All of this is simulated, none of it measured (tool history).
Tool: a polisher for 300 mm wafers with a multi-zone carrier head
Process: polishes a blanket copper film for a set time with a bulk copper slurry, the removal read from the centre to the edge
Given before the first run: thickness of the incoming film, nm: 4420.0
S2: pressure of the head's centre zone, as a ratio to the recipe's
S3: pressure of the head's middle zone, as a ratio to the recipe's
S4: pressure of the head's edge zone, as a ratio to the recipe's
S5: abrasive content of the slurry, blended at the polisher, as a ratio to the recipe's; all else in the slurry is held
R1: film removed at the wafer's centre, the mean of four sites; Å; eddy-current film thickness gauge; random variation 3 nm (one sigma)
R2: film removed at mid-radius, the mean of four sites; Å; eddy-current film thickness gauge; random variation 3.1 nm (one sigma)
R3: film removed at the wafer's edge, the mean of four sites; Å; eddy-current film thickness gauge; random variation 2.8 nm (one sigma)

run 1 hour=0 | flow_of_slurry_(ml/min)=215 S2=1 S3=1 S4=1 S5=1 polishing_time_(s)=53 | R1=5343.5 R2=5393.9 R3=5306.4
run 2 hour=7.1 | flow_of_slurry_(ml/min)=240 S2=1 S3=1 S4=1 S5=1 polishing_time_(s)=53 | R1=5524.5 R2=5633.6 R3=5520.9
run 3 hour=15.7 | flow_of_slurry_(ml/min)=240 S2=1 S3=1 S4=1 S5=0.8 polishing_time_(s)=53 | R1=5191.1 R2=5203.2 R3=5176.5
run 4 hour=17.9 | flow_of_slurry_(ml/min)=225 S2=1 S3=0.97 S4=0.97 S5=0.75 polishing_time_(s)=50 | R1=4812 R2=4787.7 R3=4768
run 5 hour=20.3 | flow_of_slurry_(ml/min)=225 S2=1 S3=0.97 S4=0.97 S5=0.75 polishing_time_(s)=59 | R1=5714.8 R2=5512.4 R3=5636.1
run 6 hour=28.3 | flow_of_slurry_(ml/min)=225 S2=1 S3=0.97 S4=0.9 S5=0.75 polishing_time_(s)=59 | R1=5715.3 R2=5581.5 R3=5486.2
run 7 hour=36.3 | flow_of_slurry_(ml/min)=215 S2=1.01 S3=0.94 S4=0.9 S5=0.7 polishing_time_(s)=54 | R1=5133.3 R2=4913.5 R3=4990.8
run 8 hour=43.7 | flow_of_slurry_(ml/min)=210 S2=1.02 S3=0.92 S4=0.9 S5=0.65 polishing_time_(s)=49 | R1=4578.5 R2=4225.6 R3=4428.7
run 9 hour=48 | flow_of_slurry_(ml/min)=205 S2=1.03 S3=0.91 S4=0.89 S5=0.6 polishing_time_(s)=46 | R1=4367.9 R2=3940.7 R3=4088.2
run 10 hour=56.7 | flow_of_slurry_(ml/min)=175 S2=0.99 S3=0.81 S4=0.88 S5=0.5 polishing_time_(s)=31 | R1=2619.5 R2=2297.8 R3=2565.9
run 11 hour=64.9 | flow_of_slurry_(ml/min)=195 S2=1 S3=0.82 S4=0.9 S5=0.5 polishing_time_(s)=31 | R1=2773.2 R2=2334.5 R3=2627.1
run 12 hour=65.8 | flow_of_slurry_(ml/min)=205 S2=1 S3=0.84 S4=0.93 S5=0.55 polishing_time_(s)=31 | R1=2828.8 R2=2447.6 R3=2697.2
run 13 hour=70.4 | flow_of_slurry_(ml/min)=210 S2=1 S3=0.85 S4=0.95 S5=0.6 polishing_time_(s)=31 | R1=2856.3 R2=2502.2 R3=2818.1

The next listed run, before its measurement:
-- hour=74.2 slurry nozzle cleaned
run 14 hour=74.2 | flow_of_slurry_(ml/min)=270 S2=1.08 S3=0.91 S4=0.98 S5=0.65 polishing_time_(s)=31 | R1=? R2=? R3=?

Run 14 measured R1 3443.1 Å, R2 2914.9 Å, R3 3048.8 Å.
